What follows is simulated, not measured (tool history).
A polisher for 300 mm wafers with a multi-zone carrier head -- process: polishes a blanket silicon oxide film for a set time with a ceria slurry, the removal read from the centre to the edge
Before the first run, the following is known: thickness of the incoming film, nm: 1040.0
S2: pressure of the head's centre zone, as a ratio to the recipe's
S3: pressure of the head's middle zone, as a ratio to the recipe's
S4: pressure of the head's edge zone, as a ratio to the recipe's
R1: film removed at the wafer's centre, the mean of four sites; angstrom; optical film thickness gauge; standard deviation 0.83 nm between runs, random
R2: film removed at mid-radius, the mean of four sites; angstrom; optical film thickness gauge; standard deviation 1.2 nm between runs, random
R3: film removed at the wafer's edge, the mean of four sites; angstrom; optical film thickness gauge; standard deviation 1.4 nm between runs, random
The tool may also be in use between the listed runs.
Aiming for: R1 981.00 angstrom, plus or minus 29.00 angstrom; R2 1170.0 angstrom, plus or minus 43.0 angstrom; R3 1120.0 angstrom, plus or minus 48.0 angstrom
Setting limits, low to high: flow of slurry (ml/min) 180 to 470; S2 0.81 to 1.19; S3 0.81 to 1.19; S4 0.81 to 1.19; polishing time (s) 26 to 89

{"run": 1, "hour": 0.0, "flow of slurry (ml/min)": 300, "S2": 1.0, "S3": 1.0, "S4": 1.0, "polishing time (s)": 57, "R1": 1953.2, "R2": 2020.2, "R3": 2000.1}
{"run": 2, "hour": 1.2, "flow of slurry (ml/min)": 300, "S2": 1.0, "S3": 1.0, "S4": 0.97, "polishing time (s)": 57, "R1": 1964.7, "R2": 2009.4, "R3": 1941.9}
{"run": 3, "hour": 5.9, "flow of slurry (ml/min)": 295, "S2": 0.97, "S3": 0.99, "S4": 0.96, "polishing time (s)": 53, "R1": 1764.0, "R2": 1880.2, "R3": 1817.5}
{"run": 4, "hour": 8.4, "flow of slurry (ml/min)": 290, "S2": 0.95, "S3": 0.98, "S4": 0.94, "polishing time (s)": 49, "R1": 1583.8, "R2": 1716.4, "R3": 1638.9}
{"run": 5, "hour": 16.2, "flow of slurry (ml/min)": 285, "S2": 0.93, "S3": 0.97, "S4": 0.93, "polishing time (s)": 46, "R1": 1465.8, "R2": 1619.0, "R3": 1502.7}
{"run": 6, "hour": 22.3, "flow of slurry (ml/min)": 285, "S2": 0.93, "S3": 0.97, "S4": 0.93, "polishing time (s)": 36, "R1": 1146.1, "R2": 1238.0, "R3": 1184.5}
{"run": 7, "hour": 31.2, "flow of slurry (ml/min)": 285, "S2": 0.91, "S3": 0.96, "S4": 0.93, "polishing time (s)": 36, "R1": 1113.9, "R2": 1231.6, "R3": 1206.5}
{"run": 8, "hour": 38.9, "flow of slurry (ml/min)": 285, "S2": 0.9, "S3": 0.96, "S4": 0.92, "polishing time (s)": 36, "R1": 1103.2, "R2": 1198.4, "R3": 1179.9}
{"run": 9, "hour": 46.3, "flow of slurry (ml/min)": 285, "S2": 0.89, "S3": 0.97, "S4": 0.92, "polishing time (s)": 36, "R1": 1078.6, "R2": 1241.5, "R3": 1169.0}
{"run": 10, "hour": 52.8, "flow of slurry (ml/min)": 285, "S2": 0.88, "S3": 0.96, "S4": 0.92, "polishing time (s)": 36, "R1": 1077.7, "R2": 1211.8, "R3": 1211.6}
{"run": 11, "hour": 56.2, "flow of slurry (ml/min)": 280, "S2": 0.87, "S3": 0.96, "S4": 0.91, "polishing time (s)": 36, "R1": 1070.2, "R2": 1219.1, "R3": 1167.3}
{"run": 12, "hour": 62.1, "flow of slurry (ml/min)": 280, "S2": 0.86, "S3": 0.96, "S4": 0.91, "polishing time (s)": 36, "R1": 1063.7, "R2": 1242.6, "R3": 1179.8}
{"run": 13, "hour": 68.3, "flow of slurry (ml/min)": 255, "S2": 0.81, "S3": 0.92, "S4": 0.86, "polishing time (s)": 34, "R1": 929.45, "R2": 1110.7, "R3": 1116.0}
{"run": 14, "hour": 69.3, "flow of slurry (ml/min)": 260, "S2": 0.81, "S3": 0.93, "S4": 0.86, "polishing time (s)": 34, "R1": 937.29, "R2": 1145.9, "R3": 1100.7}
{"run": 15, "hour": 74.2, "flow of slurry (ml/min)": 265, "S2": 0.81, "S3": 0.93, "S4": 0.86, "polishing time (s)": 34, "R1": 928.96, "R2": 1138.4, "R3": 1085.4}
{"run": 16, "hour": 80.6, "flow of slurry (ml/min)": 265, "S2": 0.81, "S3": 0.93, "S4": 0.86, "polishing time (s)": 34, "R1": 923.6, "R2": 1133.3, "R3": 1054.0}
{"run": 17, "hour": 83.7, "flow of slurry (ml/min)": 265, "S2": 0.81, "S3": 0.93, "S4": 0.87, "polishing time (s)": 34, "R1": 923.29, "R2": 1120.5, "R3": 1078.4}

Pick the move, out of 5, that brings all results within their allowed miss; only one does.
{"run": "A", "hour": 86.8, "flow of slurry (ml/min)": 250, "S2": 0.87, "S3": 0.89, "S4": 1.0, "polishing time (s)": 37, "R1": "?", "R2": "?", "R3": "?"}
{"run": "B", "hour": 86.8, "flow of slurry (ml/min)": 290, "S2": 0.87, "S3": 0.85, "S4": 0.86, "polishing time (s)": 35, "R1": "?", "R2": "?", "R3": "?"}
{"run": "C", "hour": 86.8, "flow of slurry (ml/min)": 195, "S2": 0.89, "S3": 0.87, "S4": 1.13, "polishing time (s)": 36, "R1": "?", "R2": "?", "R3": "?"}
{"run": "D", "hour": 86.8, "flow of slurry (ml/min)": 205, "S2": 0.86, "S3": 0.98, "S4": 0.91, "polishing time (s)": 35, "R1": "?", "R2": "?", "R3": "?"}
{"run": "E", "hour": 86.8, "flow of slurry (ml/min)": 210, "S2": 0.88, "S3": 0.84, "S4": 0.98, "polishing time (s)": 36, "R1": "?", "R2": "?", "R3": "?"}

move=A R1=1097.40 R2=1151.3 R3=1263.8
move=B R1=1054.30 R2=1063.7 R3=1127.1
move=C R1=1059.10 R2=1069.0 R3=1280.3
move=D R1=1002.10 R2=1155.1 R3=1123.6
move=E R1=1057.20 R2=1048.0 R3=1201.4
A: carries the result that was furthest off beyond its target, to the other side
B: carries the result that was furthest off beyond its target, to the other side
C: carries the result that was furthest off beyond its target, to the other side
D: hits every target within its allowed miss
E: carries the result that was furthest off beyond its target, to the other side
Correct choice: D, which meets every target

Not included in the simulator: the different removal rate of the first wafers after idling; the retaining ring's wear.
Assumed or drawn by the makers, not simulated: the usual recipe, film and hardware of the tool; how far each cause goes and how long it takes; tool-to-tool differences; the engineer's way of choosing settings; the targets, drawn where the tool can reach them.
